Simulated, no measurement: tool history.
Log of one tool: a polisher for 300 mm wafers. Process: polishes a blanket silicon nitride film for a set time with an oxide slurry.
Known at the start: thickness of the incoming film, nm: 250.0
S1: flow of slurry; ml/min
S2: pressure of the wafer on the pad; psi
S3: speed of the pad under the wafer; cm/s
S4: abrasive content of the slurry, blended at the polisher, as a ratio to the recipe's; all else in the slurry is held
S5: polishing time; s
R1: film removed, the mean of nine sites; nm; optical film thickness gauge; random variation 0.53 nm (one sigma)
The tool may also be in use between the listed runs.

run  hour   S1   S2   S3    S4  S5      R1
  1     0  260  3.8  142     1  62  62.651
  2   4.9  260  3.6  142     1  62  60.031
  3   5.6  260  3.6  142     1  62  59.062
  4  10.4  260  3.6  142  0.85  62  54.626
  5    14  260  3.6  154  0.85  62  59.392
  6    15  260  3.5  154  0.85  62   57.48

Forecast run 7:
  7  23.3  260  3.4  154  0.85  62   ?

Run 7 gave R1 55.588 nm.

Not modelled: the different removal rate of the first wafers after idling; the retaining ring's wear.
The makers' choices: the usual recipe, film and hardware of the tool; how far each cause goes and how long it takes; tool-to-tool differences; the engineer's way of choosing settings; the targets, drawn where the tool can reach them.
